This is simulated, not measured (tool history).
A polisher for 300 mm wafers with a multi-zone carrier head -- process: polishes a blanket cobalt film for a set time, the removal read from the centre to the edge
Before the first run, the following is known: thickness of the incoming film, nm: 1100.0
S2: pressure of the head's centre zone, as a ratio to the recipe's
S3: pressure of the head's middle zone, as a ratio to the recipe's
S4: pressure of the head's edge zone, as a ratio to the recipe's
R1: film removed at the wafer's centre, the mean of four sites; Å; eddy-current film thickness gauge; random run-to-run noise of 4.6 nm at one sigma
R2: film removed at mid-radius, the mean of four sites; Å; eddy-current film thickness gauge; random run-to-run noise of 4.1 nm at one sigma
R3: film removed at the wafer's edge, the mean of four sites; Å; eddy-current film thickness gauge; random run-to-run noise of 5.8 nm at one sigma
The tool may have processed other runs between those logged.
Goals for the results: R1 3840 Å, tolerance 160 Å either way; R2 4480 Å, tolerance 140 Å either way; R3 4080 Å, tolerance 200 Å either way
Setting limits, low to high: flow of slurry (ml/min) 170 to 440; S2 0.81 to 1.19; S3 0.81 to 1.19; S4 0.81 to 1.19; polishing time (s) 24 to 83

Run 1, hour 0: flow of slurry (ml/min) 280, S2 1, S3 1, S4 1, polishing time (s) 53. Result: R1 2417.8 Å, R2 2375.2 Å, R3 2392.9 Å.
Run 2, hour 8: flow of slurry (ml/min) 285, S2 1, S3 1.03, S4 1.02, polishing time (s) 57. Result: R1 2635.5 Å, R2 2593 Å, R3 2637.1 Å.
Run 3, hour 11.4: flow of slurry (ml/min) 285, S2 1, S3 0.97, S4 1.02, polishing time (s) 57. Result: R1 2657.3 Å, R2 2478.9 Å, R3 2629.1 Å.
Run 4, hour 19.1: flow of slurry (ml/min) 285, S2 1, S3 0.97, S4 1.09, polishing time (s) 57. Result: R1 2683.8 Å, R2 2528 Å, R3 2701 Å.
Run 5, hour 19.9: flow of slurry (ml/min) 285, S2 1, S3 0.97, S4 1.09, polishing time (s) 52. Result: R1 2439.6 Å, R2 2269.2 Å, R3 2389.9 Å.
Run 6, hour 27.3: flow of slurry (ml/min) 285, S2 1, S3 0.97, S4 1.14, polishing time (s) 52. Result: R1 2403.9 Å, R2 2281.2 Å, R3 2432.6 Å.
Run 7, hour 34.4: flow of slurry (ml/min) 295, S2 1, S3 1, S4 1.13, polishing time (s) 56. Result: R1 2642.7 Å, R2 2517 Å, R3 2664.5 Å.
Run 8, hour 37.6: flow of slurry (ml/min) 295, S2 0.99, S3 1.03, S4 1.09, polishing time (s) 60. Result: R1 2831.1 Å, R2 2828.8 Å, R3 2907.4 Å.
Run 9, hour 40.4: flow of slurry (ml/min) 305, S2 0.99, S3 1.05, S4 1.08, polishing time (s) 62. Result: R1 2867 Å, R2 2921.2 Å, R3 2904.2 Å.
Run 10, hour 43.1: flow of slurry (ml/min) 305, S2 0.99, S3 1.07, S4 1.08, polishing time (s) 65. Result: R1 3036.2 Å, R2 3057.5 Å, R3 2967.9 Å.
Run 11, hour 49.5: flow of slurry (ml/min) 305, S2 0.99, S3 1.07, S4 1.08, polishing time (s) 65. Result: R1 2999.7 Å, R2 3107.1 Å, R3 3047.2 Å.
Run 12, hour 58.3: flow of slurry (ml/min) 305, S2 0.98, S3 1.08, S4 1.08, polishing time (s) 68. Result: R1 3174.4 Å, R2 3319.4 Å, R3 3139.6 Å.
Run 13, hour 63.5: flow of slurry (ml/min) 310, S2 0.96, S3 1.08, S4 1.09, polishing time (s) 70. Result: R1 3184.4 Å, R2 3418.4 Å, R3 3259 Å.
At hour 67.3: worn pad replaced by a new one.
Run 14, hour 67.3: flow of slurry (ml/min) 315, S2 0.95, S3 1.09, S4 1.1, polishing time (s) 72. Result: R1 3587.2 Å, R2 3939.9 Å, R3 3785.6 Å.
Run 15, hour 71.7: flow of slurry (ml/min) 325, S2 0.95, S3 1.1, S4 1.1, polishing time (s) 72. Result: R1 3620.2 Å, R2 3918.9 Å, R3 3781.9 Å.
Run 16, hour 72.6: flow of slurry (ml/min) 335, S2 0.95, S3 1.11, S4 1.1, polishing time (s) 72. Result: R1 3603.7 Å, R2 3990.7 Å, R3 3778.9 Å.
Run 17, hour 80.6: flow of slurry (ml/min) 345, S2 0.95, S3 1.12, S4 1.1, polishing time (s) 72. Result: R1 3543.7 Å, R2 4036.3 Å, R3 3819.1 Å.
Run 18, hour 83.8: flow of slurry (ml/min) 350, S2 0.95, S3 1.13, S4 1.1, polishing time (s) 72. Result: R1 3684.8 Å, R2 4088.7 Å, R3 3874.6 Å.
Run 19, hour 88: flow of slurry (ml/min) 355, S2 0.95, S3 1.14, S4 1.1, polishing time (s) 72. Result: R1 3677.2 Å, R2 4059.2 Å, R3 3797.1 Å.
Run 20, hour 96.8: flow of slurry (ml/min) 365, S2 0.94, S3 1.15, S4 1.1, polishing time (s) 72. Result: R1 3608.9 Å, R2 4069.9 Å, R3 3763.9 Å.
Run 21, hour 101.7: flow of slurry (ml/min) 370, S2 0.94, S3 1.16, S4 1.1, polishing time (s) 72. Result: R1 3591 Å, R2 4167.4 Å, R3 3872.7 Å.
Run 22, hour 110.5: flow of slurry (ml/min) 370, S2 0.94, S3 1.16, S4 1.1, polishing time (s) 72. Result: R1 3630.1 Å, R2 4147.8 Å, R3 3761.2 Å.
Run 23, hour 118: flow of slurry (ml/min) 370, S2 0.94, S3 1.16, S4 1.1, polishing time (s) 72. Result: R1 3553.6 Å, R2 4151.8 Å, R3 3789.1 Å.
Run 24, hour 120.2: flow of slurry (ml/min) 375, S2 0.94, S3 1.16, S4 1.11, polishing time (s) 72. Result: R1 3558 Å, R2 4153.4 Å, R3 3833 Å.
Run 25, hour 126.1: flow of slurry (ml/min) 380, S2 0.94, S3 1.16, S4 1.11, polishing time (s) 72. Result: R1 3628 Å, R2 4152.3 Å, R3 3720.8 Å.
Run 26, hour 130.4: flow of slurry (ml/min) 375, S2 0.93, S3 1.15, S4 1.12, polishing time (s) 74. Result: R1 3567.3 Å, R2 4167.4 Å, R3 4016.6 Å.
Run 27, hour 138.7: flow of slurry (ml/min) 375, S2 0.93, S3 1.16, S4 1.12, polishing time (s) 74. Result: R1 3739.3 Å, R2 4270 Å, R3 3851.3 Å.
Run 28, hour 143.8: flow of slurry (ml/min) 380, S2 0.93, S3 1.16, S4 1.11, polishing time (s) 74. Result: R1 3696.6 Å, R2 4262.5 Å, R3 3886.8 Å.

Consider the 4 candidate settings below. Which is the only one whose results all fall within their allowed miss of target?
Run A, hour 148.9: flow of slurry (ml/min) 355, S2 0.94, S3 1.17, S4 1.13, polishing time (s) 78. Result: R1 ?, R2 ?, R3 ?.
Run B, hour 148.9: flow of slurry (ml/min) 305, S2 0.97, S3 1.04, S4 1.11, polishing time (s) 80. Result: R1 ?, R2 ?, R3 ?.
Run C, hour 148.9: flow of slurry (ml/min) 385, S2 0.9, S3 1.14, S4 1.09, polishing time (s) 72. Result: R1 ?, R2 ?, R3 ?.
Run D, hour 148.9: flow of slurry (ml/min) 415, S2 0.98, S3 1.11, S4 1.16, polishing time (s) 74. Result: R1 ?, R2 ?, R3 ?.

move      R1      R2      R3
   A  3966.4  4559.9  4082.4
   B  4129.2    4167  4121.8
   C  3529.5  4144.8  3740.8
   D  3976.7  4185.2  3951.3
A: all results land within tolerance of their targets
B: misses by more than the last run did
C: misses by more than the last run did
D: misses by more than the last run did
A is the move that brings every result within its allowed miss.
